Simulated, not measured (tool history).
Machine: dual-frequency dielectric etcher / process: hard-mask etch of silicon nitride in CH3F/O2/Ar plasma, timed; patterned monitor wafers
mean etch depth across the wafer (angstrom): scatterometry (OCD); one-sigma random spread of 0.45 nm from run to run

| run | hour | source power (kW) | bias power (kW) | etch time (s) | mean etch depth across the wafer (angstrom) |
|---|---|---|---|---|---|
| 1 | 0 | 0.41 | 0.053 | 181 | 1073.9 |
| 2 | 5.4 | 0.41 | 0.044 | 181 | 997.98 |
| 3 | 10.2 | 0.44 | 0.044 | 181 | 1028.7 |
| 4 | 11.2 | 0.44 | 0.044 | 189.5 | 1076.1 |
| 5 | 13 | 0.38 | 0.044 | 189.5 | 1006 |
| 6 | 16.1 | 0.36 | 0.043 | 189.5 | 966.1 |
| 7 | 20.9 | 0.34 | 0.043 | 189.5 | 947.21 |
| 8 | 21.9 | 0.33 | 0.043 | 189.5 | 930.57 |
| 9 | 23.5 | 0.32 | 0.043 | 189.5 | 928.21 |
| 10 | 25.5 | 0.25 | 0.034 | 187.5 | 737.59 |

The next listed run, before its measurement:
| 11 | 28.8 | 0.33 | 0.035 | 187.5 | ? |

Run 11 gave mean etch depth across the wafer (angstrom) 863.24.
